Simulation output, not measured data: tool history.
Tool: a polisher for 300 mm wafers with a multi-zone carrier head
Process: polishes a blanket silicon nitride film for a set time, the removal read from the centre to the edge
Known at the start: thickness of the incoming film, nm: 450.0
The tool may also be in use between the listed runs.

run,hour,flow of slurry (ml/min),pressure of the head's centre zone,pressure of the head's middle zone,pressure of the head's edge zone,polishing time (s),film removed at the wafer's centre (angstrom),film removed at mid-radius (angstrom),film removed at the wafer's edge (angstrom)
1,0,145,1,1,1,46,763,744.05,748.84
2,8.9,145,1,1,0.97,46,755.3,761.18,731.46
3,15.1,150,1.01,1.02,0.98,47,791,786.75,749.62
4,19,155,1.01,1.04,1,48,832.57,824.15,795.35
5,27.2,160,1.01,1.06,1.01,48,814.59,845.87,800.31
6,28.6,160,1.01,0.98,1.01,48,820.27,788.39,791.2

Forecast run 7:
7,32.5,165,1.02,1,1.02,49,?,?,?

Run 7 gave film removed at the wafer's centre (angstrom) 855.43, film removed at mid-radius (angstrom) 819.09, film removed at the wafer's edge (angstrom) 840.29.
